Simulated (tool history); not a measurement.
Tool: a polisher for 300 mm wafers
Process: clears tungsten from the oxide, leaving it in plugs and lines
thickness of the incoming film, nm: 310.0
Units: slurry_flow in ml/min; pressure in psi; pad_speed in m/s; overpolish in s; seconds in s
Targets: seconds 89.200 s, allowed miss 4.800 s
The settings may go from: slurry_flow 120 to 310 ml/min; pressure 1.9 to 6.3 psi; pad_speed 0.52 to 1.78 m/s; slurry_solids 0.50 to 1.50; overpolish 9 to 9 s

| run | day | slurry_flow | pressure | pad_speed | slurry_solids | overpolish | seconds |
|---|---|---|---|---|---|---|---|
| 1 | 0.000 | 200 | 4.1 | 1.14 | 1.00 | 9 | 53.679 |
| 2 | 0.271 | 200 | 3.7 | 1.12 | 1.00 | 9 | 61.157 |
| 3 | 0.308 | 240 | 3.7 | 1.12 | 1.00 | 9 | 59.178 |
| 4 | 0.658 | 240 | 3.4 | 1.12 | 1.00 | 9 | 61.814 |
| 5 | 0.854 | 240 | 3.1 | 1.10 | 1.00 | 9 | 69.007 |
| 6 | 0.983 | 240 | 2.9 | 1.10 | 1.00 | 9 | 73.907 |
| 7 | 1.125 | 235 | 2.8 | 1.10 | 1.00 | 9 | 76.612 |
| 8 | 1.404 | 230 | 2.7 | 1.10 | 1.00 | 9 | 77.660 |
| 9 | 1.596 | 230 | 2.6 | 1.10 | 1.00 | 9 | 79.267 |
| 10 | 1.746 | 230 | 2.5 | 1.10 | 1.00 | 9 | 82.775 |

5 next moves are on the table. One of them brings every result within its allowed miss. Which?
| A | 1.896 | 225 | 2.3 | 1.28 | 0.95 | 9 | ? |
| B | 1.896 | 230 | 3.3 | 0.94 | 0.95 | 9 | ? |
| C | 1.896 | 245 | 3.4 | 0.90 | 0.95 | 9 | ? |
| D | 1.896 | 230 | 2.0 | 1.24 | 1.30 | 9 | ? |
| E | 1.896 | 225 | 2.1 | 1.10 | 1.10 | 9 | ? |

| move | seconds |
|---|---|
| A | 77.296 |
| B | 78.093 |
| C | 78.957 |
| D | 79.310 |
| E | 91.091 |
A: further off than the last run
B: further off than the last run
C: further off than the last run
D: further off than the last run
E: meets every target
Move E is the one to make.
